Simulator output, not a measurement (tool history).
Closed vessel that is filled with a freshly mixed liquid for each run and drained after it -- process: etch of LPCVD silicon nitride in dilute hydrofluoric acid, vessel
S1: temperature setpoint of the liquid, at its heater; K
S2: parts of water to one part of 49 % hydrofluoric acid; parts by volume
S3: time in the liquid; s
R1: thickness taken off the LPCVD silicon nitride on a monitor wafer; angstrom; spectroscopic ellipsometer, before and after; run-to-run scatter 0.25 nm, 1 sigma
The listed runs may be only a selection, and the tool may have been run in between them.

Run 1, hour 0.0: S1 295.15 K, S2 50 parts by volume, S3 1225 s. Result: R1 115.23 angstrom.
Run 2, hour 1.9: S1 297.15 K, S2 40 parts by volume, S3 1225 s. Result: R1 160.88 angstrom.
Run 3, hour 6.1: S1 299.65 K, S2 40 parts by volume, S3 1225 s. Result: R1 192.13 angstrom.
Run 4, hour 8.4: S1 299.65 K, S2 60 parts by volume, S3 1225 s. Result: R1 128.96 angstrom.
Run 5, hour 12.9: S1 298.15 K, S2 60 parts by volume, S3 1225 s. Result: R1 116.88 angstrom.
Run 6, hour 19.6: S1 298.15 K, S2 50 parts by volume, S3 1225 s. Result: R1 139.13 angstrom.
Run 7, hour 26.2: S1 299.15 K, S2 40 parts by volume, S3 1225 s. Result: R1 186.68 angstrom.
Run 8, hour 30.3: S1 300.15 K, S2 35 parts by volume, S3 1225 s. Result: R1 226.61 angstrom.
At hour 35.4: hydrofluoric acid flow meter replaced.
Run 9, hour 35.4: S1 301.15 K, S2 30 parts by volume, S3 1225 s. Result: R1 263.42 angstrom.
Run 10, hour 41.5: S1 301.15 K, S2 30 parts by volume, S3 1225 s. Result: R1 261.92 angstrom.
Run 11, hour 46.0: S1 301.65 K, S2 30 parts by volume, S3 1225 s. Result: R1 273.64 angstrom.
Run 12, hour 55.2: S1 301.65 K, S2 30 parts by volume, S3 1225 s. Result: R1 271.89 angstrom.

Run 13, settings as shown, results not yet in. Your forecast:
Run 13, hour 63.1: S1 303.15 K, S2 20 parts by volume, S3 1225 s. Result: R1 ?.

{"run 13": {"R1": 446.27}}
